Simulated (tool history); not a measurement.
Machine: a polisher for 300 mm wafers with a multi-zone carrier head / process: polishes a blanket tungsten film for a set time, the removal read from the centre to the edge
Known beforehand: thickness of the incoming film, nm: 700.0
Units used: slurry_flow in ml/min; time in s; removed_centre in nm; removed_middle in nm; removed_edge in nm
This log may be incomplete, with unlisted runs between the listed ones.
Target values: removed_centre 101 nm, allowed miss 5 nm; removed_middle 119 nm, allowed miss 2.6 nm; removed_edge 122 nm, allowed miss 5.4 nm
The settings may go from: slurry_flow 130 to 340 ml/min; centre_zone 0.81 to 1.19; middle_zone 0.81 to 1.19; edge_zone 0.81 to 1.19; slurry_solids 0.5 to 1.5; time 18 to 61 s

Run 1, hour 0: slurry_flow 220 ml/min, centre_zone 1, middle_zone 1, edge_zone 1, slurry_solids 1, time 39 s. Result: removed_centre 248.8 nm, removed_middle 251.43 nm, removed_edge 247.62 nm.
Run 2, hour 5.6: slurry_flow 250 ml/min, centre_zone 1, middle_zone 1, edge_zone 1, slurry_solids 1, time 39 s. Result: removed_centre 253.65 nm, removed_middle 255.35 nm, removed_edge 247.54 nm.
Run 3, hour 11.5: slurry_flow 250 ml/min, centre_zone 1, middle_zone 1, edge_zone 1, slurry_solids 1.1, time 39 s. Result: removed_centre 257.8 nm, removed_middle 262.77 nm, removed_edge 259.11 nm.
Run 4, hour 16.2: slurry_flow 250 ml/min, centre_zone 0.92, middle_zone 1, edge_zone 1, slurry_solids 1.1, time 39 s. Result: removed_centre 238.18 nm, removed_middle 261.31 nm, removed_edge 253.22 nm.
Run 5, hour 17.7: slurry_flow 250 ml/min, centre_zone 0.92, middle_zone 1, edge_zone 1, slurry_solids 0.9, time 39 s. Result: removed_centre 227.38 nm, removed_middle 251.39 nm, removed_edge 237.34 nm.
Run 6, hour 26.5: slurry_flow 250 ml/min, centre_zone 0.84, middle_zone 1, edge_zone 1, slurry_solids 0.9, time 39 s. Result: removed_centre 206.96 nm, removed_middle 251.97 nm, removed_edge 240.24 nm.
Run 7, hour 30.7: slurry_flow 230 ml/min, centre_zone 0.83, middle_zone 0.97, edge_zone 1, slurry_solids 0.8, time 33 s. Result: removed_centre 168.54 nm, removed_middle 195.22 nm, removed_edge 197.35 nm.
Run 8, hour 32: slurry_flow 220 ml/min, centre_zone 0.82, middle_zone 0.98, edge_zone 1, slurry_solids 0.7, time 29 s. Result: removed_centre 136.43 nm, removed_middle 168.83 nm, removed_edge 170.18 nm.
Run 9, hour 40: slurry_flow 205 ml/min, centre_zone 0.82, middle_zone 0.96, edge_zone 0.96, slurry_solids 0.65, time 27 s. Result: removed_centre 127.59 nm, removed_middle 147.91 nm, removed_edge 147.21 nm.
Run 10, hour 44.8: slurry_flow 190 ml/min, centre_zone 0.82, middle_zone 0.96, edge_zone 0.96, slurry_solids 0.6, time 26 s. Result: removed_centre 113.41 nm, removed_middle 137.05 nm, removed_edge 138.85 nm.
Run 11, hour 48.8: slurry_flow 175 ml/min, centre_zone 0.82, middle_zone 0.95, edge_zone 0.94, slurry_solids 0.6, time 26 s. Result: removed_centre 112.92 nm, removed_middle 134.5 nm, removed_edge 134.85 nm.
Run 12, hour 52.6: slurry_flow 165 ml/min, centre_zone 0.82, middle_zone 0.94, edge_zone 0.93, slurry_solids 0.55, time 26 s. Result: removed_centre 108.85 nm, removed_middle 129.39 nm, removed_edge 129.98 nm.
Run 13, hour 60.3: slurry_flow 155 ml/min, centre_zone 0.82, middle_zone 0.93, edge_zone 0.92, slurry_solids 0.55, time 26 s. Result: removed_centre 108.31 nm, removed_middle 126.54 nm, removed_edge 128.24 nm.
Run 14, hour 66.1: slurry_flow 150 ml/min, centre_zone 0.82, middle_zone 0.93, edge_zone 0.92, slurry_solids 0.55, time 26 s. Result: removed_centre 109.18 nm, removed_middle 125.88 nm, removed_edge 126.76 nm.
Run 15, hour 71.2: slurry_flow 145 ml/min, centre_zone 0.82, middle_zone 0.93, edge_zone 0.93, slurry_solids 0.55, time 26 s. Result: removed_centre 107.63 nm, removed_middle 123.29 nm, removed_edge 127.14 nm.

Exactly one of the 5 candidate moves below puts every result within its allowed miss. Which one?
Run A, hour 76.3: slurry_flow 155 ml/min, centre_zone 0.99, middle_zone 0.97, edge_zone 0.81, slurry_solids 0.6, time 23 s. Result: removed_centre ?, removed_middle ?, removed_edge ?.
Run B, hour 76.3: slurry_flow 170 ml/min, centre_zone 0.81, middle_zone 0.91, edge_zone 0.9, slurry_solids 0.5, time 25 s. Result: removed_centre ?, removed_middle ?, removed_edge ?.
Run C, hour 76.3: slurry_flow 235 ml/min, centre_zone 0.88, middle_zone 1.01, edge_zone 0.98, slurry_solids 0.65, time 22 s. Result: removed_centre ?, removed_middle ?, removed_edge ?.
Run D, hour 76.3: slurry_flow 135 ml/min, centre_zone 0.83, middle_zone 0.99, edge_zone 0.92, slurry_solids 0.5, time 26 s. Result: removed_centre ?, removed_middle ?, removed_edge ?.
Run E, hour 76.3: slurry_flow 175 ml/min, centre_zone 0.99, middle_zone 0.98, edge_zone 0.81, slurry_solids 0.55, time 23 s. Result: removed_centre ?, removed_middle ?, removed_edge ?.

move  removed_centre  removed_middle  removed_edge
   A          114.81          118.13        110.14
   B          101.24          117.94        120.95
   C          109.57          128.52        123.84
   D          101.44          124.87        122.25
   E          115.22           119.2        109.41
A: corrects the largest miss of the last run, while another result sits out of spec
B: every result lands within tolerance
C: misses by more than the last run did
D: misses by more than the last run did
E: corrects the largest miss of the last run, while another result sits out of spec
Move B is the one to make.
